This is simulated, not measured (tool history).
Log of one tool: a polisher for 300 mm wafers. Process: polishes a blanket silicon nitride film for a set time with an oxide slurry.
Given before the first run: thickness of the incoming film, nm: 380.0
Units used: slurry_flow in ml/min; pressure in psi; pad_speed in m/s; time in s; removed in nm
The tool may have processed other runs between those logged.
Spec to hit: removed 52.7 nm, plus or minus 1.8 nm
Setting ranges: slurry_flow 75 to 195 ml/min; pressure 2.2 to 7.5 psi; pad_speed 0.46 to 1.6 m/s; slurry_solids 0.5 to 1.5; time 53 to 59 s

run	hour	slurry_flow	pressure	pad_speed	slurry_solids	time	removed
1	0	125	4.8	1.02	1	59	59.171
2	0.6	125	4.8	1.18	1	59	68.593
3	4.8	125	4.8	1.02	1	59	59.811
4	7.3	120	4.7	1.02	1	59	59.463
5	15.9	120	4.7	1.02	1.1	59	60.971
6	22.3	120	4.7	1.02	1.25	59	63.188
7	30.9	120	4.6	1.02	1.25	59	62.71
8	36.6	120	4.5	1.02	1.25	59	61.782
9	37.8	120	4.5	1.02	1.25	59	61.365
10	42.4	120	4.4	1.02	1.25	59	61.803
11	45.2	120	4.2	1.02	1.25	59	59.472

Exactly one of the 5 candidate moves below puts every result within its allowed miss. Which one?
A	48	120	4.5	1	1.35	53	?
B	48	95	5.3	0.88	1.2	53	?
C	48	85	2.7	1.58	1.3	56	?
D	48	95	3.8	1	1.5	59	?
E	48	135	3.9	1.04	1.15	59	?

move	removed
A	56.573
B	53.484
C	57.867
D	56.04
E	56.579
A: moves toward the targets from the last run without getting all of them in spec
B: hits every target within its allowed miss
C: moves toward the targets from the last run without getting all of them in spec
D: moves toward the targets from the last run without getting all of them in spec
E: moves toward the targets from the last run without getting all of them in spec
B is the move that brings every result within its allowed miss.
